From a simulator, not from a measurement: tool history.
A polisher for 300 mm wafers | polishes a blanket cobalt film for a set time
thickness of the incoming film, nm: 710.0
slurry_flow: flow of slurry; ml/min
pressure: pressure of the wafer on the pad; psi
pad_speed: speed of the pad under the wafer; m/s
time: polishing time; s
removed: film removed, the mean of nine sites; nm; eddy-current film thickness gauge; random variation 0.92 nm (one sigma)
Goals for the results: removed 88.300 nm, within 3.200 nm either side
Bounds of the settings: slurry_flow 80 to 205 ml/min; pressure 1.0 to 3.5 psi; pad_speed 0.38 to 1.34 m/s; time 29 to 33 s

run,hour,slurry_flow,pressure,pad_speed,time,removed
1,0.0,135,2.2,0.86,33,170.110
2,6.7,135,2.0,0.84,33,153.370
3,10.6,135,2.0,0.84,33,151.580
4,16.6,135,2.0,0.68,33,126.300
5,22.3,135,2.0,0.82,33,151.430
6,29.1,135,2.0,1.00,33,177.970
7,31.1,120,1.4,0.76,32,94.970
8,38.5,115,1.4,0.76,32,92.353

Below are 4 possible settings for the next run. Only one of them brings all results inside the allowed miss of their targets. Which is it?
A,45.9,125,1.3,0.76,32,?
B,45.9,105,1.2,0.86,30,?
C,45.9,120,1.6,0.58,32,?
D,45.9,145,1.3,0.80,32,?

move,removed
A,86.535
B,81.134
C,80.599
D,93.802
A: all results land within tolerance of their targets
B: moves the result that the last run missed by most past its target, out the other side
C: moves the result that the last run missed by most past its target, out the other side
D: the biggest miss grows against the last run
Correct choice: A, which meets every target

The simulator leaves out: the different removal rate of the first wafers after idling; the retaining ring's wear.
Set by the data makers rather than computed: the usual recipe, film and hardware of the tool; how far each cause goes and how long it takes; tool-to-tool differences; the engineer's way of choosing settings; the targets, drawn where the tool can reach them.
